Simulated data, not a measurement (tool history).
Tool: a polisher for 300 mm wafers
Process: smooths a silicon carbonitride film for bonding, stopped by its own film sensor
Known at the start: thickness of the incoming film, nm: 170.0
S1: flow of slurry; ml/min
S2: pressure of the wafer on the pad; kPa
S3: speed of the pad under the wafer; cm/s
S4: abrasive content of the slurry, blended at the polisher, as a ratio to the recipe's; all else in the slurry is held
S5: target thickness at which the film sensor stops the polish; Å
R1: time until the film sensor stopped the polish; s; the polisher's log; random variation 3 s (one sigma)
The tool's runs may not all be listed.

run	hour	S1	S2	S3	S4	S5	R1
1	0	300	14.5	102	1	1310	148.18
2	1	300	14.5	102	1	1290	155.13
3	9	235	14.5	102	1	1290	160.24
4	15.6	200	14.5	102	1	1290	161.49
5	20.2	200	12.4	100	1	1290	190.22
6	21	200	11	100	1	1290	202.95
7	25.3	200	9.7	98	1	1290	233.07

Run 8 comes next. What will it give?
8	27	200	9	98	1	1290	?

Run 8 gave R1 249.46 s.
